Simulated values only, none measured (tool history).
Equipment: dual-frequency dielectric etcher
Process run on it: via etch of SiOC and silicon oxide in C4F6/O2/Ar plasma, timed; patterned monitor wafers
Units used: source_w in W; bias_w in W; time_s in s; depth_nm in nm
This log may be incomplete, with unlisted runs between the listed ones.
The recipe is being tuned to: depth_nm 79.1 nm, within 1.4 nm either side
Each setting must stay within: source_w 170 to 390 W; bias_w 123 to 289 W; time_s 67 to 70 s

run 1 day=0 | source_w=280 bias_w=206 time_s=67 | depth_nm=67.242
run 2 day=0.067 | source_w=280 bias_w=220 time_s=67 | depth_nm=69.277
run 3 day=0.438 | source_w=280 bias_w=220 time_s=70 | depth_nm=71.826
run 4 day=0.792 | source_w=280 bias_w=220 time_s=70 | depth_nm=72.268
run 5 day=0.879 | source_w=290 bias_w=222 time_s=70 | depth_nm=73.266
run 6 day=1.125 | source_w=300 bias_w=224 time_s=70 | depth_nm=74.269
run 7 day=1.242 | source_w=310 bias_w=226 time_s=70 | depth_nm=75.525
run 8 day=1.408 | source_w=320 bias_w=227 time_s=70 | depth_nm=76.558

Which single option among these 5 for the next run brings every result within its allowed miss of target? Just one does.
run A day=1.575 | source_w=330 bias_w=239 time_s=70 | depth_nm=?
run B day=1.575 | source_w=350 bias_w=214 time_s=67.5 | depth_nm=?
run C day=1.575 | source_w=320 bias_w=219 time_s=69 | depth_nm=?
run D day=1.575 | source_w=330 bias_w=215 time_s=69 | depth_nm=?
run E day=1.575 | source_w=330 bias_w=218 time_s=69 | depth_nm=?

move=A depth_nm=79.135
move=B depth_nm=74.232
move=C depth_nm=74.486
move=D depth_nm=74.629
move=E depth_nm=75.063
A: meets every target
B: its largest miss is bigger than the last run's
C: its largest miss is bigger than the last run's
D: its largest miss is bigger than the last run's
E: its largest miss is bigger than the last run's
The right move is A.
